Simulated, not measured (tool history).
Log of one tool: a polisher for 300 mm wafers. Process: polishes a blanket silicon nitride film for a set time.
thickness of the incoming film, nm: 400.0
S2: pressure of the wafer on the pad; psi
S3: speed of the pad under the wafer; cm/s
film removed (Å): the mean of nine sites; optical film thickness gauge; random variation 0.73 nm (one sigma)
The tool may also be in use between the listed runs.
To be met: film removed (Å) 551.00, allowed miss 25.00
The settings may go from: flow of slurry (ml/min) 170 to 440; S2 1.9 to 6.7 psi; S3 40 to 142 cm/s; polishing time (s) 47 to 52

{"run": 1, "hour": 0.0, "flow of slurry (ml/min)": 280, "S2": 4.3, "S3": 90, "polishing time (s)": 52, "film removed (Å)": 929.98}
{"run": 2, "hour": 4.2, "flow of slurry (ml/min)": 280, "S2": 4.3, "S3": 102, "polishing time (s)": 52, "film removed (Å)": 1005.2}
{"run": 3, "hour": 10.4, "flow of slurry (ml/min)": 280, "S2": 3.6, "S3": 100, "polishing time (s)": 52, "film removed (Å)": 859.07}
{"run": 4, "hour": 14.1, "flow of slurry (ml/min)": 280, "S2": 3.6, "S3": 100, "polishing time (s)": 52, "film removed (Å)": 864.18}
{"run": 5, "hour": 22.8, "flow of slurry (ml/min)": 280, "S2": 4.0, "S3": 100, "polishing time (s)": 52, "film removed (Å)": 933.1}
{"run": 6, "hour": 29.9, "flow of slurry (ml/min)": 280, "S2": 3.4, "S3": 96, "polishing time (s)": 52, "film removed (Å)": 813.05}
{"run": 7, "hour": 38.6, "flow of slurry (ml/min)": 280, "S2": 2.2, "S3": 80, "polishing time (s)": 51, "film removed (Å)": 503.29}
{"run": 8, "hour": 44.1, "flow of slurry (ml/min)": 280, "S2": 2.3, "S3": 80, "polishing time (s)": 51, "film removed (Å)": 510.66}

Which of these 5 next moves meets every target?
{"run": "A", "hour": 49.6, "flow of slurry (ml/min)": 305, "S2": 2.4, "S3": 92, "polishing time (s)": 52, "film removed (Å)": "?"}
{"run": "B", "hour": 49.6, "flow of slurry (ml/min)": 225, "S2": 2.2, "S3": 82, "polishing time (s)": 52, "film removed (Å)": "?"}
{"run": "C", "hour": 49.6, "flow of slurry (ml/min)": 325, "S2": 2.1, "S3": 70, "polishing time (s)": 52, "film removed (Å)": "?"}
{"run": "D", "hour": 49.6, "flow of slurry (ml/min)": 300, "S2": 2.4, "S3": 72, "polishing time (s)": 47, "film removed (Å)": "?"}
{"run": "E", "hour": 49.6, "flow of slurry (ml/min)": 305, "S2": 2.1, "S3": 100, "polishing time (s)": 50, "film removed (Å)": "?"}

move=A film_removed_(Å)=597.34
move=B film_removed_(Å)=502.41
move=C film_removed_(Å)=460.44
move=D film_removed_(Å)=466.59
move=E film_removed_(Å)=543.81
A: takes the result that was furthest off past its target
B: further off than the last run
C: further off than the last run
D: further off than the last run
E: meets every target
Answer: E

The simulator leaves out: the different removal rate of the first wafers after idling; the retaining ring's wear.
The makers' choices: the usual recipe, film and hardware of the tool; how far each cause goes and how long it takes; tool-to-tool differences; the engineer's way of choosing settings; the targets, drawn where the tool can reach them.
